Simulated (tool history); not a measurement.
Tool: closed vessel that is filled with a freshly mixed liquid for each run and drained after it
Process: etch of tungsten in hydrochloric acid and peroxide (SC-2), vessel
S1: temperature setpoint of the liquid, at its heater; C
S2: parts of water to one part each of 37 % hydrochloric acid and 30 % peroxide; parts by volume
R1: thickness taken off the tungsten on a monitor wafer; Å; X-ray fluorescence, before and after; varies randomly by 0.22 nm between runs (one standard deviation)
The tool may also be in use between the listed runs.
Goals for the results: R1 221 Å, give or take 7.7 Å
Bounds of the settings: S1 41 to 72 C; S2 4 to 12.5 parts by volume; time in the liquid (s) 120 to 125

{"run": 1, "hour": 0.0, "S1": 57, "S2": 7, "time in the liquid (s)": 120, "R1": 511.38}
{"run": 2, "hour": 5.5, "S1": 57, "S2": 8, "time in the liquid (s)": 120, "R1": 461.41}
{"run": 3, "hour": 6.3, "S1": 55.5, "S2": 8, "time in the liquid (s)": 120, "R1": 422.38}
{"run": 4, "hour": 13.0, "S1": 55.5, "S2": 6.5, "time in the liquid (s)": 120, "R1": 490.06}
{"run": 5, "hour": 19.7, "S1": 55.5, "S2": 6.5, "time in the liquid (s)": 120, "R1": 489.75}
{"run": 6, "hour": 20.7, "S1": 54, "S2": 6.5, "time in the liquid (s)": 120, "R1": 450.36}
{"run": 7, "hour": 24.0, "S1": 52.5, "S2": 6.5, "time in the liquid (s)": 120, "R1": 406.4}
{"run": 8, "hour": 27.5, "S1": 51.5, "S2": 6.5, "time in the liquid (s)": 120, "R1": 377.04}
{"run": 9, "hour": 35.9, "S1": 50.5, "S2": 6.5, "time in the liquid (s)": 120, "R1": 351.4}
{"run": 10, "hour": 38.2, "S1": 49.5, "S2": 6.5, "time in the liquid (s)": 120, "R1": 336.73}
{"run": 11, "hour": 46.3, "S1": 48.5, "S2": 6.5, "time in the liquid (s)": 120, "R1": 313.4}
{"run": 12, "hour": 48.3, "S1": 42, "S2": 6.5, "time in the liquid (s)": 120, "R1": 199.41}

Which one of the following 5 next-run settings gets every result inside its allowed miss? There is exactly one.
{"run": "A", "hour": 50.3, "S1": 42.5, "S2": 8, "time in the liquid (s)": 120, "R1": "?"}
{"run": "B", "hour": 50.3, "S1": 43, "S2": 8.5, "time in the liquid (s)": 125, "R1": "?"}
{"run": "C", "hour": 50.3, "S1": 42, "S2": 7.5, "time in the liquid (s)": 120, "R1": "?"}
{"run": "D", "hour": 50.3, "S1": 43.5, "S2": 7, "time in the liquid (s)": 125, "R1": "?"}
{"run": "E", "hour": 50.3, "S1": 42, "S2": 7, "time in the liquid (s)": 120, "R1": "?"}

move=A R1=174.1
move=B R1=178.85
move=C R1=176.96
move=D R1=216.04
move=E R1=186.79
A: moves away from the targets compared with the last run
B: moves away from the targets compared with the last run
C: moves away from the targets compared with the last run
D: hits every target within its allowed miss
E: moves away from the targets compared with the last run
So the answer is move D, the one that meets all the targets.
